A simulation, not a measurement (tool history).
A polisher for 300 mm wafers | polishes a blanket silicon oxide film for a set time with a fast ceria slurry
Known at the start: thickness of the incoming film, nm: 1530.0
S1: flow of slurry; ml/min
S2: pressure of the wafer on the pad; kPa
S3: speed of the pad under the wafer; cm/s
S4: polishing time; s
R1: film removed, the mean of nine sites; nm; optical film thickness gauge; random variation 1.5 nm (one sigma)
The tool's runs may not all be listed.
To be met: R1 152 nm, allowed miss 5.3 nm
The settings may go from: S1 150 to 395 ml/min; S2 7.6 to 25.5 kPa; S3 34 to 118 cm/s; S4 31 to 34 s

run  hour   S1    S2  S3  S4      R1
  1     0  250  16.5  76  34  345.36
  2   2.8  250  14.5  72  34  287.15
  3   7.5  250  13.1  68  34  250.15
  4   9.4  250  13.1  68  34  259.48
  5  12.1  250  11.7  64  34  215.12
  6  17.8  250    11  62  34   199.9
  7  21.6  250  10.3  62  34  190.75
  8  27.3  250   9.7  62  34  174.56
  9  30.9  250     9  62  34  160.83

4 next moves are on the table. One of them brings every result within its allowed miss. Which?
  A  34.5  210     9  60  33   ?
  B  34.5  265  11.7  44  34   ?
  C  34.5  260  10.3  52  34   ?
  D  34.5  325  11.7  54  31   ?

move      R1
   A  150.62
   B  163.47
   C  162.92
   D  175.01
A: meets every target
B: further off than the last run
C: further off than the last run
D: further off than the last run
Move A is the one to make.
